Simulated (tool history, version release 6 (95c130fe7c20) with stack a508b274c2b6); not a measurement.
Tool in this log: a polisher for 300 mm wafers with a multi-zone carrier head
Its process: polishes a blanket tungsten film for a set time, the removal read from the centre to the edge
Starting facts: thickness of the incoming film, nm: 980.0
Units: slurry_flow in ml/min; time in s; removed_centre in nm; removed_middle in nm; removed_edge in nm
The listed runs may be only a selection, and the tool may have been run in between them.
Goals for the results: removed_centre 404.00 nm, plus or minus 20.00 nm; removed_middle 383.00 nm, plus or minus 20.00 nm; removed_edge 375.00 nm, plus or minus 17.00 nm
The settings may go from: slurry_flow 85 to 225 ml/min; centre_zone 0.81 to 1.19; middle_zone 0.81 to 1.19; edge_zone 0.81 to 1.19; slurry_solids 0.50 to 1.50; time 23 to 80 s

| run | day | slurry_flow | centre_zone | middle_zone | edge_zone | slurry_solids | time | removed_centre | removed_middle | removed_edge |
|---|---|---|---|---|---|---|---|---|---|---|
| 1 | 0.000 | 145 | 1.00 | 1.00 | 1.00 | 1.00 | 51 | 310.03 | 290.32 | 276.83 |
| 2 | 0.075 | 145 | 0.94 | 1.00 | 1.00 | 1.00 | 51 | 293.13 | 286.56 | 282.09 |
| 3 | 0.333 | 145 | 1.01 | 1.00 | 1.00 | 1.00 | 51 | 311.77 | 287.97 | 289.04 |
| 4 | 0.438 | 170 | 1.01 | 1.00 | 1.00 | 1.00 | 51 | 318.10 | 298.07 | 288.43 |
| 5 | 0.600 | 170 | 1.02 | 1.01 | 1.02 | 1.10 | 52 | 340.36 | 306.24 | 301.49 |
| 6 | 0.654 | 195 | 1.02 | 1.01 | 1.02 | 1.10 | 52 | 347.82 | 321.96 | 308.96 |
| 7 | 0.808 | 195 | 1.01 | 1.02 | 1.03 | 1.15 | 53 | 352.28 | 320.94 | 320.68 |
| 8 | 1.071 | 205 | 1.00 | 1.12 | 1.03 | 1.35 | 60 | 399.55 | 418.83 | 362.24 |
| 9 | 1.233 | 205 | 1.00 | 1.10 | 1.04 | 1.35 | 60 | 406.40 | 406.53 | 369.86 |

Exercise: of the 4 proposed moves below, exactly one satisfies all targets within the stated allowed misses. Which move is it?
| A | 1.396 | 210 | 1.09 | 1.19 | 0.94 | 1.30 | 59 | ? | ? | ? |
| B | 1.396 | 180 | 0.90 | 1.17 | 1.01 | 1.10 | 67 | ? | ? | ? |
| C | 1.396 | 205 | 1.02 | 1.06 | 1.15 | 1.50 | 57 | ? | ? | ? |
| D | 1.396 | 195 | 1.04 | 1.15 | 1.05 | 1.50 | 59 | ? | ? | ? |

| move | removed_centre | removed_middle | removed_edge |
|---|---|---|---|
| A | 432.84 | 427.50 | 334.42 |
| B | 386.13 | 456.80 | 377.13 |
| C | 398.79 | 381.61 | 365.03 |
| D | 417.92 | 420.69 | 358.60 |
A: the biggest miss grows against the last run
B: the biggest miss grows against the last run
C: all results land within tolerance of their targets
D: the biggest miss grows against the last run
Answer: C

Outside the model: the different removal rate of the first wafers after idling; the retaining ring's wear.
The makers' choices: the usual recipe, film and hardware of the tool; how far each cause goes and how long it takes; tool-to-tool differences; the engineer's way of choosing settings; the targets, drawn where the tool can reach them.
